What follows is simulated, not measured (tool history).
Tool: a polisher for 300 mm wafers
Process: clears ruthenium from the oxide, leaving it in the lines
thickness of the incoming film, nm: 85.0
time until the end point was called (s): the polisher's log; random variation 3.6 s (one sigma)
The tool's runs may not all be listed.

run,hour,flow of slurry (ml/min),pressure of the wafer on the pad (kPa),speed of the pad under the wafer (cm/s),overpolish time after the end point (s),time until the end point was called (s)
1,0,300,9.7,90,5,132.76
2,1.2,300,8.3,88,5,158.96
3,6.1,300,8.3,88,4,163.07
4,9.7,325,8.3,88,4,157.28
5,11.4,320,7.6,88,4,171.83
6,18.7,320,6.9,88,4,181.41

The next listed run, before its measurement:
7,26.9,320,5.5,86,4,?

Run 7 gave time until the end point was called (s) 237.95.
